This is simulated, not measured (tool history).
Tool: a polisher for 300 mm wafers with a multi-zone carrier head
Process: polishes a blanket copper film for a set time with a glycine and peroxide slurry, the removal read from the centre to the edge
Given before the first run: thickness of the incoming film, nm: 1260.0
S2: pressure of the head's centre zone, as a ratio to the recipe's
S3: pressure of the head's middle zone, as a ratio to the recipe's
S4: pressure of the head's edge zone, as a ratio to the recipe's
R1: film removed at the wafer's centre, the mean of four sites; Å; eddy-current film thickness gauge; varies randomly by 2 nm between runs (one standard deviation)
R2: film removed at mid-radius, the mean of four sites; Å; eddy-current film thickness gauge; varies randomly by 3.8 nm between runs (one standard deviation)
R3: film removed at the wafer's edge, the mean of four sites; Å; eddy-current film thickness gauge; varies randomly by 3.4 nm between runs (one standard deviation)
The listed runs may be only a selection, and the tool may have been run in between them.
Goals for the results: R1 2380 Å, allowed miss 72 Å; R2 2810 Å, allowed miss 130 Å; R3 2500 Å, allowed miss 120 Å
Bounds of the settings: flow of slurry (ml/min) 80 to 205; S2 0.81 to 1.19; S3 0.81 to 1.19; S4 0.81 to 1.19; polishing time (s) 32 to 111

Run 1, day 0: flow of slurry (ml/min) 135, S2 1, S3 1, S4 1, polishing time (s) 71. Result: R1 3011.3 Å, R2 2905.5 Å, R3 2787.2 Å.
Run 2, day 0.204: flow of slurry (ml/min) 125, S2 0.97, S3 1.01, S4 0.98, polishing time (s) 70. Result: R1 2832.4 Å, R2 2849.4 Å, R3 2671.9 Å.
Run 3, day 0.512: flow of slurry (ml/min) 120, S2 0.95, S3 1.02, S4 0.98, polishing time (s) 70. Result: R1 2710.6 Å, R2 2786 Å, R3 2683.4 Å.
Run 4, day 0.671: flow of slurry (ml/min) 115, S2 0.94, S3 1.04, S4 0.96, polishing time (s) 70. Result: R1 2702.9 Å, R2 2804.1 Å, R3 2592.4 Å.
Run 5, day 0.892: flow of slurry (ml/min) 115, S2 0.94, S3 1.04, S4 0.96, polishing time (s) 52. Result: R1 2024.7 Å, R2 2129.9 Å, R3 1961.5 Å.
Run 6, day 1.046: flow of slurry (ml/min) 115, S2 0.94, S3 1.04, S4 0.96, polishing time (s) 45. Result: R1 1725.5 Å, R2 1852.7 Å, R3 1688.5 Å.
Run 7, day 1.246: flow of slurry (ml/min) 125, S2 0.94, S3 1.07, S4 1, polishing time (s) 48. Result: R1 1882.6 Å, R2 2039.1 Å, R3 1841.3 Å.
Run 8, day 1.421: flow of slurry (ml/min) 130, S2 0.93, S3 1.09, S4 1.03, polishing time (s) 51. Result: R1 2011.4 Å, R2 2231.2 Å, R3 1991.5 Å.
At day 1.45: edge zone pressure recalibrated.
Run 9, day 1.45: flow of slurry (ml/min) 140, S2 0.92, S3 1.1, S4 1.06, polishing time (s) 53. Result: R1 2101.6 Å, R2 2373.9 Å, R3 2149.3 Å.
Run 10, day 1.554: flow of slurry (ml/min) 150, S2 0.92, S3 1.11, S4 1.08, polishing time (s) 53. Result: R1 2118.5 Å, R2 2438.9 Å, R3 2245.6 Å.
Run 11, day 1.758: flow of slurry (ml/min) 160, S2 0.93, S3 1.12, S4 1.09, polishing time (s) 53. Result: R1 2143 Å, R2 2424.8 Å, R3 2297.2 Å.
Run 12, day 1.904: flow of slurry (ml/min) 160, S2 0.93, S3 1.12, S4 1.09, polishing time (s) 53. Result: R1 2156.2 Å, R2 2455.6 Å, R3 2258.8 Å.
Run 13, day 2.112: flow of slurry (ml/min) 165, S2 0.93, S3 1.14, S4 1.1, polishing time (s) 54. Result: R1 2234.2 Å, R2 2570.6 Å, R3 2345 Å.
Run 14, day 2.308: flow of slurry (ml/min) 195, S2 0.93, S3 1.19, S4 1.13, polishing time (s) 54. Result: R1 2290.6 Å, R2 2737 Å, R3 2434.2 Å.

Below are 4 possible settings for the next run. Only one of them brings all results inside the allowed miss of their targets. Which is it?
Run A, day 2.504: flow of slurry (ml/min) 180, S2 0.83, S3 1.16, S4 0.99, polishing time (s) 59. Result: R1 ?, R2 ?, R3 ?.
Run B, day 2.504: flow of slurry (ml/min) 205, S2 0.84, S3 1.19, S4 1.09, polishing time (s) 58. Result: R1 ?, R2 ?, R3 ?.
Run C, day 2.504: flow of slurry (ml/min) 205, S2 0.93, S3 1.19, S4 1.15, polishing time (s) 55. Result: R1 ?, R2 ?, R3 ?.
Run D, day 2.504: flow of slurry (ml/min) 195, S2 0.84, S3 1.19, S4 1.15, polishing time (s) 55. Result: R1 ?, R2 ?, R3 ?.

move      R1      R2      R3
   A  2201.7    2890  2406.5
   B  2239.3    2959  2496.7
   C  2353.1  2804.4  2423.2
   D  2106.5  2785.7  2410.4
A: moves away from the targets compared with the last run
B: moves away from the targets compared with the last run
C: every result within its allowed miss
D: moves away from the targets compared with the last run
Move C is the one to make.
